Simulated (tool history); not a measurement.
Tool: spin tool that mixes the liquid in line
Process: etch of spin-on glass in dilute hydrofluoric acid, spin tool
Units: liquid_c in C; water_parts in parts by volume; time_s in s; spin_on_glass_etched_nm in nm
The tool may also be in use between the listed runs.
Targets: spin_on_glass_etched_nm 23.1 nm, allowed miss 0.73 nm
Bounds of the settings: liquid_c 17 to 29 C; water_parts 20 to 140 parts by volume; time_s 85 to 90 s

run	day	liquid_c	water_parts	time_s	spin_on_glass_etched_nm
1	0	21	75	85	32.366
2	0.058	21	75	85	33.029
3	0.225	24	75	85	37.299
4	0.292	24	75	90	39.301
5	0.658	23	80	90	35.406
6	0.762	23	80	85	32.934
7	0.812	22.5	80	85	32.758
8	0.983	22	80	85	32.391
9	1.3	21.5	80	85	31.644
10	1.425	21	80	85	30.337
11	1.783	20.5	80	85	30.435
12	1.875	20	80	85	29.678

Which of these 4 next moves meets every target?
A	1.967	20.5	115	90	?
B	1.967	17	95	90	?
C	1.967	19.5	105	85	?
D	1.967	20	95	90	?

move	spin_on_glass_etched_nm
A	21.363
B	22.859
C	21.449
D	25.91
A: takes the result that was furthest off past its target
B: meets every target
C: takes the result that was furthest off past its target
D: nearer than the last run, and not there yet
Move B is the one to make.
